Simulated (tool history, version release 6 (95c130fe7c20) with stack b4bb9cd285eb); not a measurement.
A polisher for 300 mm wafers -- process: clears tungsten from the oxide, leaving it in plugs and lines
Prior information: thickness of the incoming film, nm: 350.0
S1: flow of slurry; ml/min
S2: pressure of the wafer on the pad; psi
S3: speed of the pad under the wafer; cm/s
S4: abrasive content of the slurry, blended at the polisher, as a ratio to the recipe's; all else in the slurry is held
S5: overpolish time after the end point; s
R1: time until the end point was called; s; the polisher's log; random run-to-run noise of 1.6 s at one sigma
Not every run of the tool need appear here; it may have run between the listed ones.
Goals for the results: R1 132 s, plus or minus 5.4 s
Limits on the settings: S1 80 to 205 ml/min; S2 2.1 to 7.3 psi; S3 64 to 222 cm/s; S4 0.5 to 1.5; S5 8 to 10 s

run,hour,S1,S2,S3,S4,S5,R1
1,0,135,4.7,142,1,10,48.12
2,5.1,135,4.7,142,1,10,48.307
3,12.3,160,4.7,142,1,10,47.399
4,15.1,160,4.3,132,1,10,53.165
5,19.7,160,4.3,132,1,10,54.692
6,25.3,160,3.9,122,1,10,62.612
7,27,160,3.6,112,1,10,70.05
8,33.7,160,3.3,104,1,10,79.21
# hour 40.6: head pressure recalibrated
9,40.6,160,3.1,98,1,10,88.49
10,48.5,155,2.9,94,1,10,96.516
11,53.3,150,2.8,94,1,10,97.077
12,57.8,145,2.7,90,1,10,103.06
13,60.8,140,2.6,88,1,10,110.22
14,64.5,135,2.5,88,1,10,111.19
15,68,135,2.4,86,1,10,116.96
16,69.1,130,2.3,86,1,10,119.21
17,77,125,2.1,76,1,10,138.75

Which of these 5 next moves meets every target?
A,84.9,85,2.1,88,0.95,10,?
B,84.9,130,2.2,70,1,10,?
C,84.9,120,2.4,84,1,10,?
D,84.9,135,2.5,84,0.75,8,?
E,84.9,90,2.6,86,1.2,10,?

move,R1
A,131.54
B,146.02
C,120.15
D,121.17
E,116.3
A: every result within its allowed miss
B: its largest miss is bigger than the last run's
C: takes the result that was furthest off past its target
D: takes the result that was furthest off past its target
E: takes the result that was furthest off past its target
Answer: A
